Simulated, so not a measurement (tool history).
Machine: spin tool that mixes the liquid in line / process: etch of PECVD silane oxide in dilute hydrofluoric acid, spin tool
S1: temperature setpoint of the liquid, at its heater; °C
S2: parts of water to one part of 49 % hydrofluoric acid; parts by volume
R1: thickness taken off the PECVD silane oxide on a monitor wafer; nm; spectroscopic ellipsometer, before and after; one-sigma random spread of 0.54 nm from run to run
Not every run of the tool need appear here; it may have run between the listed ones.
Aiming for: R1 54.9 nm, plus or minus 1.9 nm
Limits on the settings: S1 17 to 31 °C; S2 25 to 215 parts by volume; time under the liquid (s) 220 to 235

{"run": 1, "hour": 0.0, "S1": 23, "S2": 120, "time under the liquid (s)": 220, "R1": 33.844}
{"run": 2, "hour": 2.8, "S1": 24, "S2": 115, "time under the liquid (s)": 220, "R1": 36.044}
{"run": 3, "hour": 8.9, "S1": 22.5, "S2": 115, "time under the liquid (s)": 220, "R1": 34.727}
{"run": 4, "hour": 15.1, "S1": 23.5, "S2": 110, "time under the liquid (s)": 220, "R1": 37.724}
{"run": 5, "hour": 20.1, "S1": 24.5, "S2": 110, "time under the liquid (s)": 220, "R1": 39.528}
{"run": 6, "hour": 25.2, "S1": 21, "S2": 110, "time under the liquid (s)": 220, "R1": 34.35}
{"run": 7, "hour": 30.6, "S1": 22, "S2": 110, "time under the liquid (s)": 220, "R1": 35.792}
{"run": 8, "hour": 34.8, "S1": 23, "S2": 110, "time under the liquid (s)": 220, "R1": 36.674}
{"run": 9, "hour": 43.2, "S1": 24, "S2": 110, "time under the liquid (s)": 220, "R1": 38.132}
{"run": 10, "hour": 50.2, "S1": 25, "S2": 110, "time under the liquid (s)": 220, "R1": 40.267}
{"run": 11, "hour": 50.8, "S1": 29, "S2": 100, "time under the liquid (s)": 220, "R1": 52.601}

5 candidate next runs follow, results not yet known. Just one meets every target within its allowed miss. Identify it.
{"run": "A", "hour": 51.4, "S1": 24, "S2": 85, "time under the liquid (s)": 220, "R1": "?"}
{"run": "B", "hour": 51.4, "S1": 28, "S2": 100, "time under the liquid (s)": 220, "R1": "?"}
{"run": "C", "hour": 51.4, "S1": 25.5, "S2": 100, "time under the liquid (s)": 235, "R1": "?"}
{"run": "D", "hour": 51.4, "S1": 28.5, "S2": 100, "time under the liquid (s)": 235, "R1": "?"}
{"run": "E", "hour": 51.4, "S1": 28.5, "S2": 105, "time under the liquid (s)": 230, "R1": "?"}

move=A R1=51.178
move=B R1=49.887
move=C R1=48.383
move=D R1=54.314
move=E R1=50.284
A: the biggest miss grows against the last run
B: the biggest miss grows against the last run
C: the biggest miss grows against the last run
D: meets every target
E: the biggest miss grows against the last run
The right move is D.

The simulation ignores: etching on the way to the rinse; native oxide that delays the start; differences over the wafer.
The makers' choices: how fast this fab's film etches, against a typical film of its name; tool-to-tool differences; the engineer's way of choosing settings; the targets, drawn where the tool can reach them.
